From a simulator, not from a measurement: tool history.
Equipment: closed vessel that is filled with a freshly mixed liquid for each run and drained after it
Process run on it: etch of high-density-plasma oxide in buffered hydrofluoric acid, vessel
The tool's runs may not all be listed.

| run | hour | temperature setpoint of the liquid (K) | parts of 40 % ammonium fluoride to one part of 49 % hydrofluoric acid (parts by volume) | time in the liquid (s) | thickness taken off the high-density-plasma oxide on a monitor wafer (nm) |
|---|---|---|---|---|---|
| 1 | 0.0 | 297.15 | 19.0 | 30 | 17.234 |
| 2 | 5.2 | 297.15 | 14.5 | 30 | 22.571 |
| 3 | 7.1 | 300.15 | 14.5 | 30 | 26.419 |
| 4 | 10.9 | 301.15 | 13.5 | 30 | 29.582 |
| 5 | 12.6 | 301.15 | 11.0 | 30 | 36.522 |
| 6 | 15.3 | 301.65 | 11.0 | 30 | 37.312 |

Forecast run 7:
| 7 | 19.1 | 302.15 | 11.0 | 30 | ? |

{"run 7": {"thickness taken off the high-density-plasma oxide on a monitor wafer (nm)": 39.383}}

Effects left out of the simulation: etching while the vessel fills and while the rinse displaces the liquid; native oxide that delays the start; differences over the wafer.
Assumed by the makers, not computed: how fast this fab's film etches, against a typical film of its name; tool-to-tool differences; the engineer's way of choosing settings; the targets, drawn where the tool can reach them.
